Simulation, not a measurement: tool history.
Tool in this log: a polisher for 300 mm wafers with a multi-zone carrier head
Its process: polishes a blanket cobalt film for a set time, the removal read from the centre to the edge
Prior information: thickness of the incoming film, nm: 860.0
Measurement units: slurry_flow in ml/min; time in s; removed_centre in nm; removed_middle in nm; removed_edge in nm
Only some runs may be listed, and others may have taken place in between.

| run | day | slurry_flow | centre_zone | middle_zone | edge_zone | time | removed_centre | removed_middle | removed_edge |
|---|---|---|---|---|---|---|---|---|---|
| 1 | 0 | 155 | 1 | 1 | 1 | 43 | 357.64 | 351.9 | 364.05 |
| 2 | 0.046 | 115 | 1 | 1 | 1 | 43 | 328.44 | 329.99 | 340.54 |
| 3 | 0.396 | 115 | 0.99 | 1.04 | 0.98 | 43 | 327.77 | 338.05 | 342.53 |
| 4 | 0.492 | 115 | 0.98 | 1.09 | 0.95 | 43 | 324.57 | 344.98 | 339.15 |
| 5 | 0.812 | 115 | 0.97 | 1.12 | 0.92 | 43 | 318.28 | 354.58 | 327.49 |
| 6 | 1.146 | 115 | 1.01 | 1.12 | 0.92 | 43 | 334.88 | 351.6 | 328.68 |
| 7 | 1.362 | 115 | 1 | 1.14 | 0.92 | 43 | 333.07 | 356.11 | 335.69 |

Predict the results of run 8:
| 8 | 1.608 | 105 | 0.97 | 1.19 | 0.87 | 43 | ? | ? | ? |

removed_centre: 306.71 nm
removed_middle: 359.14 nm
removed_edge: 317.21 nm

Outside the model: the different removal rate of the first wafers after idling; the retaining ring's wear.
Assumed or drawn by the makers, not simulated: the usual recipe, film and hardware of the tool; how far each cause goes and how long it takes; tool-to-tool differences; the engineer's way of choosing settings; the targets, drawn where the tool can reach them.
